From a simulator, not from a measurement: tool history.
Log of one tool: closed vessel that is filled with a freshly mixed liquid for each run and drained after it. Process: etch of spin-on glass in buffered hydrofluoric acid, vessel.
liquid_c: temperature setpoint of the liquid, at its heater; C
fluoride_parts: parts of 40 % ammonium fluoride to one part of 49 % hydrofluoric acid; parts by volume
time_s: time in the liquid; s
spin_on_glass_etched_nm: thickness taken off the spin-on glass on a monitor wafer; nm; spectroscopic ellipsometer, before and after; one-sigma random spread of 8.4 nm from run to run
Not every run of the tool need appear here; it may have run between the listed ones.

run	hour	liquid_c	fluoride_parts	time_s	spin_on_glass_etched_nm
1	0	20	14	95	366.52
2	7.4	20	14	95	358.83
3	10.8	22.5	12	95	485.86
4	13.4	22.5	10.5	95	544.31
5	22	24	10	95	624.56
6	26.5	24	10	105	698.37

Run 7 is up next; what results do you expect?
7	29.9	25	10	105	?

spin_on_glass_etched_nm: 725.59 nm
